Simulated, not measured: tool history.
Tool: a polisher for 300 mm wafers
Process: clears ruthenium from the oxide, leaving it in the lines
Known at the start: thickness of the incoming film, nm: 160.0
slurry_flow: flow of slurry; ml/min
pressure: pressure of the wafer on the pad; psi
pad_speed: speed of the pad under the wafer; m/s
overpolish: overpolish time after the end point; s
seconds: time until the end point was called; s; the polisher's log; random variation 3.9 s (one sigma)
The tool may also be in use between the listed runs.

| run | hour | slurry_flow | pressure | pad_speed | overpolish | seconds |
|---|---|---|---|---|---|---|
| 1 | 0 | 200 | 2.2 | 0.92 | 9 | 166.34 |
| 2 | 5.8 | 200 | 2.1 | 0.92 | 9 | 175.13 |
| 3 | 12.6 | 160 | 2.1 | 0.92 | 9 | 178.03 |
| 4 | 16.3 | 160 | 2.1 | 0.78 | 9 | 204.65 |
| 5 | 24.3 | 160 | 2.4 | 0.78 | 9 | 181.95 |
| 6 | 29 | 205 | 2.4 | 0.78 | 9 | 176.47 |

Forecast run 7:
| 7 | 31.8 | 205 | 2.3 | 0.78 | 9 | ? |

{"run 7": {"seconds": 182.01}}
